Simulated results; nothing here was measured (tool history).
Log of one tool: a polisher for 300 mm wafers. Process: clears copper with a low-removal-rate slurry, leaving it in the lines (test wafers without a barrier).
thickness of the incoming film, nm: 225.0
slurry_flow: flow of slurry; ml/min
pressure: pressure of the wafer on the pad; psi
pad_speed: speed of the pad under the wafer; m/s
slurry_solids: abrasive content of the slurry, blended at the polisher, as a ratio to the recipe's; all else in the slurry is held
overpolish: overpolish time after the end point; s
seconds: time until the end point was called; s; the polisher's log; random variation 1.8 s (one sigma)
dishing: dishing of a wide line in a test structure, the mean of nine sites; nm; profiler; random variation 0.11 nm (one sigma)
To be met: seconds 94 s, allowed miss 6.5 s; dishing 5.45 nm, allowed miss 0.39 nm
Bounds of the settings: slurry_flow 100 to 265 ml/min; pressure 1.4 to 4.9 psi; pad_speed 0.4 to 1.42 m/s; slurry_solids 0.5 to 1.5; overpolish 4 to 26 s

| run | hour | slurry_flow | pressure | pad_speed | slurry_solids | overpolish | seconds | dishing |
|---|---|---|---|---|---|---|---|---|
| 1 | 0 | 170 | 3.1 | 0.9 | 1 | 13 | 85.023 | 9.2292 |
| 2 | 8.9 | 170 | 3.7 | 0.9 | 1 | 13 | 72.101 | 9.8445 |
| 3 | 11.8 | 170 | 3.7 | 1 | 1 | 13 | 66.247 | 9.6027 |
| 4 | 15.5 | 170 | 3.7 | 0.9 | 1 | 13 | 75.45 | 9.132 |
| 5 | 20.9 | 155 | 3.7 | 0.9 | 1 | 13 | 75.61 | 9.7835 |
| 6 | 29 | 180 | 3.1 | 0.96 | 0.9 | 11 | 82.124 | 9.2823 |
| 7 | 37.4 | 230 | 2.2 | 1.22 | 0.65 | 5 | 90.359 | 6.5632 |
| 8 | 42.3 | 240 | 2 | 1.26 | 0.6 | 5 | 97.956 | 6.1703 |
| 9 | 43.1 | 245 | 1.9 | 1.3 | 0.6 | 5 | 99.38 | 6.3117 |
| 10 | 47.8 | 250 | 1.9 | 1.32 | 0.6 | 5 | 95.259 | 6.0752 |
| 11 | 51.3 | 255 | 1.9 | 1.34 | 0.6 | 5 | 97.333 | 6.212 |
| 12 | 55.5 | 255 | 1.9 | 1.36 | 0.6 | 5 | 93.087 | 6.102 |
| 13 | 57.2 | 255 | 1.9 | 1.38 | 0.6 | 5 | 92.366 | 6.3709 |
| 14 | 59.8 | 255 | 2 | 1.32 | 0.6 | 5 | 93.401 | 6.3674 |
| 15 | 67.5 | 230 | 1.9 | 1.34 | 0.6 | 5 | 97.65 | 5.9781 |
| 16 | 72.8 | 225 | 1.9 | 1.36 | 0.6 | 5 | 93.59 | 6.239 |
| 17 | 78.4 | 235 | 1.9 | 1.38 | 0.6 | 5 | 94.891 | 6.3451 |
| 18 | 81.1 | 185 | 1.7 | 1.32 | 0.7 | 4 | 111.76 | 5.0905 |
| 19 | 82.5 | 185 | 1.8 | 1.34 | 0.7 | 4 | 106.56 | 5.2232 |
| 20 | 84.7 | 185 | 1.8 | 1.36 | 0.7 | 4 | 103.54 | 5.2432 |

Which of these 4 next moves meets every target?
| A | 86.9 | 180 | 1.8 | 1.3 | 0.7 | 4 | ? | ? |
| B | 86.9 | 160 | 2 | 1.3 | 0.85 | 6 | ? | ? |
| C | 86.9 | 165 | 2.1 | 1.32 | 0.65 | 6 | ? | ? |
| D | 86.9 | 150 | 1.9 | 1.3 | 1.15 | 4 | ? | ? |

| move | seconds | dishing |
|---|---|---|
| A | 109.97 | 5.1756 |
| B | 98.388 | 7.0537 |
| C | 95.974 | 7.1483 |
| D | 99.277 | 5.5419 |
A: further off than the last run
B: brings the result that was furthest off to its target, and leaves another outside
C: brings the result that was furthest off to its target, and leaves another outside
D: meets every target
Move D is the one to make.

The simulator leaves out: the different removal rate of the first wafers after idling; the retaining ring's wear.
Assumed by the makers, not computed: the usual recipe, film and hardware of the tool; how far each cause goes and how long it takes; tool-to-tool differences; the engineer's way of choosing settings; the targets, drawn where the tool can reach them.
